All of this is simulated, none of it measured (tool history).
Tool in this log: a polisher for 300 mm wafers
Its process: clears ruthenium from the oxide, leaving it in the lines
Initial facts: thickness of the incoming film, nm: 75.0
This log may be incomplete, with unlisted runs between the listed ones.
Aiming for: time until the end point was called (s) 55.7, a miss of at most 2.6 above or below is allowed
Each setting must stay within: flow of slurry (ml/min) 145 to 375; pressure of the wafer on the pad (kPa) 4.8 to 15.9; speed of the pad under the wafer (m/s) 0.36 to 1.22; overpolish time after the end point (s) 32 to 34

| run | day | flow of slurry (ml/min) | pressure of the wafer on the pad (kPa) | speed of the pad under the wafer (m/s) | overpolish time after the end point (s) | time until the end point was called (s) |
|---|---|---|---|---|---|---|
| 1 | 0 | 240 | 10.3 | 0.78 | 32 | 103.42 |
| 2 | 0.196 | 240 | 11 | 0.78 | 32 | 96.523 |
| 3 | 0.4 | 240 | 12.4 | 0.8 | 32 | 82.673 |
| 4 | 0.483 | 215 | 12.4 | 0.8 | 32 | 85.64 |
| 5 | 0.642 | 215 | 12.4 | 0.8 | 34 | 86.047 |
| 6 | 0.671 | 235 | 13.8 | 0.82 | 34 | 76.38 |
| 7 | 0.721 | 235 | 14.5 | 0.86 | 34 | 69.394 |
| 8 | 0.754 | 235 | 14.5 | 0.86 | 34 | 70.321 |
| 9 | 1.008 | 235 | 15.2 | 0.9 | 34 | 62.886 |

Which one of the following 5 next-run settings gets every result inside its allowed miss? There is exactly one.
| A | 1.262 | 230 | 15.2 | 0.82 | 34 | ? |
| B | 1.262 | 150 | 15.9 | 0.78 | 34 | ? |
| C | 1.262 | 225 | 15.9 | 1 | 33 | ? |
| D | 1.262 | 235 | 15.9 | 0.74 | 34 | ? |
| E | 1.262 | 250 | 15.9 | 0.72 | 33 | ? |

| move | time until the end point was called (s) |
|---|---|
| A | 69.256 |
| B | 73.874 |
| C | 56.428 |
| D | 71.82 |
| E | 72.868 |
A: moves away from the targets compared with the last run
B: moves away from the targets compared with the last run
C: in spec on every target
D: moves away from the targets compared with the last run
E: moves away from the targets compared with the last run
Go with C: it meets all targets.
